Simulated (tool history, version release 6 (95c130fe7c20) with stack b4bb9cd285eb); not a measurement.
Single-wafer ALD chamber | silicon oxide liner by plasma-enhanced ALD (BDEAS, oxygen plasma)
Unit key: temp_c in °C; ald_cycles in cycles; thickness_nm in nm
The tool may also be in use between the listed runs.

| run | hour | temp_c | ald_cycles | thickness_nm |
|---|---|---|---|---|
| 1 | 0.0 | 310 | 77 | 7.4234 |
| 2 | 6.5 | 310 | 74 | 7.0962 |
| 3 | 11.2 | 301 | 74 | 7.2475 |
| 4 | 13.1 | 302 | 71 | 6.8768 |
| 5 | 21.5 | 302 | 79 | 7.6780 |
| 6 | 26.6 | 307 | 79 | 7.6186 |
| 7 | 28.8 | 307 | 76 | 7.3579 |
| 8 | 34.1 | 307 | 73 | 7.1017 |
| 9 | 36.5 | 309 | 70 | 6.7485 |
| 10 | 39.6 | 309 | 68 | 6.5684 |
| 11 | 45.5 | 309 | 66 | 6.3485 |

What does the tool deliver on the next run?
| 12 | 48.4 | 311 | 54 | ? |

{"run 12": {"thickness_nm": 5.2326}}

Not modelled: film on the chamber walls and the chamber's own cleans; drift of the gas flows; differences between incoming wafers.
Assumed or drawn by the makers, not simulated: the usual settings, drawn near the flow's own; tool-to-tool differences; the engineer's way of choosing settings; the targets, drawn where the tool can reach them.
